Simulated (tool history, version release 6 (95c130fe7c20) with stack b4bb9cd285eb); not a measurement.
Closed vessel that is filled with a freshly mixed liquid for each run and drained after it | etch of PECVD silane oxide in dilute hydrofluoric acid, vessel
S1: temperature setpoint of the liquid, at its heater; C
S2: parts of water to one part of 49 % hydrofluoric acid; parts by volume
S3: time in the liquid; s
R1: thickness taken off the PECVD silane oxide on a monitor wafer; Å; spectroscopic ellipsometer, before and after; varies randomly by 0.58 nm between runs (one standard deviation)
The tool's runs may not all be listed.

run  hour    S1   S2   S3      R1
  1     0    22  185  135  169.52
  2   1.8    22  185  145  183.54
  3   3.1  23.5  155  145  243.86
  4  10.7    25  135  145  299.76
  5  11.8  28.5  135  145  341.01
  6  13.3    29  120  145  401.24
  7  17.8    29  110  145  448.81
  8  21.8    29  105  145  467.69

Forecast run 9:
  9  28.9  29  100  145   ?

For run 9 the tool returned R1 495.27 Å.
